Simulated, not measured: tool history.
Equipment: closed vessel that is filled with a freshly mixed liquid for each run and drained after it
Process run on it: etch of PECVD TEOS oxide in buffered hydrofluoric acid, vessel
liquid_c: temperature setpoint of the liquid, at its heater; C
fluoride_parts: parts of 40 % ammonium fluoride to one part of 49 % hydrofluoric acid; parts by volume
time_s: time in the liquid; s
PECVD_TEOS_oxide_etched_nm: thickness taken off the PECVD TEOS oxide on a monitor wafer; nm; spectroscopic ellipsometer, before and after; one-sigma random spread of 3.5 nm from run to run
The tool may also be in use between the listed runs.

run,hour,liquid_c,fluoride_parts,time_s,PECVD_TEOS_oxide_etched_nm
1,0,24,17,100,241.39
2,3.9,24,12,100,343.08
3,8.1,25.5,12,100,377.9
4,15,25.5,12,105,395.77
5,16.6,26,12,105,403.57
6,24.8,26,12,105,409.83
7,32.3,26.5,12,105,417.03

Run 8 comes next. What will it give?
8,39.6,27,12,105,?

Run 8 measured PECVD_TEOS_oxide_etched_nm 426.41 nm.
